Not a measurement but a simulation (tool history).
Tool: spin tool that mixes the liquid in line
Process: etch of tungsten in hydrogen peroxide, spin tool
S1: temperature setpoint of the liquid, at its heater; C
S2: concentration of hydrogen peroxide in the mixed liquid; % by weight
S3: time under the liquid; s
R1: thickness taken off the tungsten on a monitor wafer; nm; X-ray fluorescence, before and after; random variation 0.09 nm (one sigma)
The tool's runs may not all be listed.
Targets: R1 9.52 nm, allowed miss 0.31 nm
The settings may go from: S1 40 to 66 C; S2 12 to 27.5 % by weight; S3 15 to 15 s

run  hour    S1    S2  S3      R1
  1     0    56  18.5  15   18.21
  2   1.2  53.5  18.5  15  15.598
  3    10    59  18.5  15  21.681
  4  18.7    56  18.5  15  17.838
  5  23.1    63  18.5  15  26.985
  6  28.2    59  18.5  15  21.433
  7  30.4    56  18.5  15  17.907
  8  38.2    56  18.5  15  18.207
  9  44.2  53.5  18.5  15  15.617
 10  50.2  51.5  18.5  15  13.796
 11  53.8    50  18.5  15  12.643
 12  55.5    49  18.5  15  11.957
 13  62.5    49  18.5  15  11.871
 14  63.2    48  18.5  15   11.16
 15  63.8  47.5  18.5  15  10.913
 16  69.2    47  18.5  15  10.475

5 next moves are on the table. One of them brings every result within its allowed miss. Which?
  A  74.6  51.5  14  15   ?
  B  74.6  46.5  20  15   ?
  C  74.6  45.5  18  15   ?
  D  74.6    49  16  15   ?
  E  74.6    49  18  15   ?

move      R1
   A   12.14
   B  10.669
   C  9.5066
   D  11.142
   E  11.818
A: further off than the last run
B: further off than the last run
C: meets every target
D: further off than the last run
E: further off than the last run
Answer: C
